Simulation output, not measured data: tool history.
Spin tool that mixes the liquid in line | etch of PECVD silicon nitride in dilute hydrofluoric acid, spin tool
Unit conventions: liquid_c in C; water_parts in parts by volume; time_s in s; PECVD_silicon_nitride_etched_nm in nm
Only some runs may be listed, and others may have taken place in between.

run,hour,liquid_c,water_parts,time_s,PECVD_silicon_nitride_etched_nm
1,0,22,50,325,33.671
2,4.8,22,50,325,33.787
3,12.8,22,55,325,30.825
4,21.5,25,55,325,37.809
5,25.5,25,55,350,40.723
6,28.5,25,65,350,34.391
7,30.2,29,45,350,63.905

The next listed run, before its measurement:
8,35.2,29.5,45,350,?

PECVD_silicon_nitride_etched_nm: 67.481 nm

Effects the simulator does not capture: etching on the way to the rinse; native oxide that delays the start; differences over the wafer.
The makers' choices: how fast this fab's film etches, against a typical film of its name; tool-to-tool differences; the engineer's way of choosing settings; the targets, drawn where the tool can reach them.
